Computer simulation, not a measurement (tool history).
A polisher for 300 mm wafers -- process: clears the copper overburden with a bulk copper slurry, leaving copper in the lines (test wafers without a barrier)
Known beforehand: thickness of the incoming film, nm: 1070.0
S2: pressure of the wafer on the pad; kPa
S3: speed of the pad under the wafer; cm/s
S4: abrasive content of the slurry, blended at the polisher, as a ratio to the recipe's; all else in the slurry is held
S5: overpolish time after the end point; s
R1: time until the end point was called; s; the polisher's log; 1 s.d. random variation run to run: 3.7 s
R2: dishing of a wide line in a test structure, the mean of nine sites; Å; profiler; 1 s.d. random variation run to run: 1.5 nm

{"run": 1, "hour": 0.0, "flow of slurry (ml/min)": 250, "S2": 21.4, "S3": 114, "S4": 1.0, "S5": 25, "R1": 116.26, "R2": 1047.7}
{"run": 2, "hour": 6.6, "flow of slurry (ml/min)": 250, "S2": 17.2, "S3": 114, "S4": 1.0, "S5": 25, "R1": 138.37, "R2": 911.45}
{"run": 3, "hour": 9.8, "flow of slurry (ml/min)": 190, "S2": 17.2, "S3": 114, "S4": 1.0, "S5": 25, "R1": 146.95, "R2": 889.81}
{"run": 4, "hour": 14.4, "flow of slurry (ml/min)": 190, "S2": 17.2, "S3": 124, "S4": 1.0, "S5": 25, "R1": 137.32, "R2": 933.45}
{"run": 5, "hour": 20.7, "flow of slurry (ml/min)": 190, "S2": 17.2, "S3": 136, "S4": 1.0, "S5": 25, "R1": 123.66, "R2": 960.4}
{"run": 6, "hour": 25.6, "flow of slurry (ml/min)": 185, "S2": 15.9, "S3": 130, "S4": 1.0, "S5": 26, "R1": 139.63, "R2": 899.41}

Estimate the outcome of run 7 from the log above:
{"run": 7, "hour": 28.4, "flow of slurry (ml/min)": 185, "S2": 14.5, "S3": 126, "S4": 1.0, "S5": 28, "R1": "?", "R2": "?"}

{"run 7": {"R1": 158.07, "R2": 881.97}}

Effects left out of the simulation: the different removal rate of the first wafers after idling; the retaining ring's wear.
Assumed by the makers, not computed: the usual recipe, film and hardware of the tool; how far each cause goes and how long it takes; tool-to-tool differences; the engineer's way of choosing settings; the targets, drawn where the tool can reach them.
